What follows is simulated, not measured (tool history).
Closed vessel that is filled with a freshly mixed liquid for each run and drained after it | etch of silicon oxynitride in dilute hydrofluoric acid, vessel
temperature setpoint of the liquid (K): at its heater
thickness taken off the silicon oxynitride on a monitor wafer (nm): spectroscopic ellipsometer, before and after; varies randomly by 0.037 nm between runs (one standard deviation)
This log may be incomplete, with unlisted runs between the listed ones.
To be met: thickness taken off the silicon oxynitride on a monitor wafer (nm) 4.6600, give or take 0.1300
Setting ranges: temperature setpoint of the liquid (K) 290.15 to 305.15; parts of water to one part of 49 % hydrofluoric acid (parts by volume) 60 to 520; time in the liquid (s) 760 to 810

run	day	temperature setpoint of the liquid (K)	parts of water to one part of 49 % hydrofluoric acid (parts by volume)	time in the liquid (s)	thickness taken off the silicon oxynitride on a monitor wafer (nm)
1	0.000	297.15	290	760	10.5320
2	0.300	300.65	290	760	12.3800
3	0.550	300.65	200	760	19.4660
4	0.625	298.15	245	760	13.7880
5	0.688	296.15	280	760	10.5760
# day 0.812: thermometer replaced
6	0.812	296.15	280	760	9.5925
7	0.933	294.65	295	760	8.6553
8	0.975	293.65	315	760	7.6143
9	1.288	292.65	330	760	6.8312
10	1.604	292.15	345	760	6.3193

5 candidate next runs follow, results not yet known. Just one meets every target within its allowed miss. Identify it.
A	1.921	292.15	310	810	?
B	1.921	292.15	475	810	?
C	1.921	291.15	400	760	?
D	1.921	293.65	280	810	?
E	1.921	294.65	335	810	?

move	thickness taken off the silicon oxynitride on a monitor wafer (nm)
A	7.7361
B	4.6140
C	5.1225
D	9.3232
E	7.8691
A: further off than the last run
B: all results land within tolerance of their targets
C: nearer the targets than the last run, but a result is still out of spec
D: further off than the last run
E: further off than the last run
B is the move that brings every result within its allowed miss.
